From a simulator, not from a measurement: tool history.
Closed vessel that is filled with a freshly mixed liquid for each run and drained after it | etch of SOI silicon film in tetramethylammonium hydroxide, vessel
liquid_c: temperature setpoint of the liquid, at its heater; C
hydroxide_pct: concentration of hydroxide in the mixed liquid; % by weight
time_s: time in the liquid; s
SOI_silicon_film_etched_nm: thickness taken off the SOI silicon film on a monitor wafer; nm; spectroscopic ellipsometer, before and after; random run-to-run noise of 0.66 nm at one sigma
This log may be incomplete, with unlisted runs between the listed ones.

run  hour  liquid_c  hydroxide_pct  time_s  SOI_silicon_film_etched_nm
  1     0        65            8.5      30                      175.58
  2   6.8        65            8.5      30                       175.3
  3  13.4        65            8.5      30                      176.46
  4  21.3        69            8.5      30                      223.09
  5  27.5        69            8.5      30                       224.1
  6  29.6        69           10.5      30                      207.67
  7  33.1      66.5           10.5      30                      178.75
  8  40.8      64.5           10.5      30                      158.47
  9    47      62.5           10.5      30                      141.01
 10  50.3        61           10.5      30                      127.39
 11    55        60           10.5      30                      120.47
 12  59.3        59           10.5      30                      113.45
 13  64.7      58.5           10.5      30                      108.83
 14  70.2        58           10.5      30                      106.59

What will run 15 give?
 15  72.6      57.5           10.5      30                           ?

{"run 15": {"SOI_silicon_film_etched_nm": 101.63}}

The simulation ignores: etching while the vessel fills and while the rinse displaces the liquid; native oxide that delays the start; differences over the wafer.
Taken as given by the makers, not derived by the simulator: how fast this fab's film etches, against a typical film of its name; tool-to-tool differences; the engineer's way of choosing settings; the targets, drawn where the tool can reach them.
